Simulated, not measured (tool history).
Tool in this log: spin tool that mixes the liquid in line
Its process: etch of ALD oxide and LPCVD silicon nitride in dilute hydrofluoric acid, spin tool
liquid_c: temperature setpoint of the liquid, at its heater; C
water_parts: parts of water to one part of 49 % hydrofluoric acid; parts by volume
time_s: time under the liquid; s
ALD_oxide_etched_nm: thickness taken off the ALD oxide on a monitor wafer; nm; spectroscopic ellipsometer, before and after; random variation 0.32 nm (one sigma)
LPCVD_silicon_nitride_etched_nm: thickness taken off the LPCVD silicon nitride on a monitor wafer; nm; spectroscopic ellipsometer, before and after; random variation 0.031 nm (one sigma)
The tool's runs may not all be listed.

run,day,liquid_c,water_parts,time_s,ALD_oxide_etched_nm,LPCVD_silicon_nitride_etched_nm
1,0.000,23.0,50,75,49.382,0.67227
2,0.354,23.0,35,75,70.540,1.03930
3,0.392,23.0,35,90,83.787,1.17280
4,0.679,23.5,40,90,74.181,1.00880
5,0.812,24.5,45,85,65.241,0.97190
6,0.962,24.5,45,110,84.383,1.29030
7,1.283,25.0,55,110,69.744,1.09080

Run 8, settings as shown, results not yet in. Your forecast:
8,1.329,25.0,60,110,?,?

{"run 8": {"ALD_oxide_etched_nm": 62.67, "LPCVD_silicon_nitride_etched_nm": 1.066}}
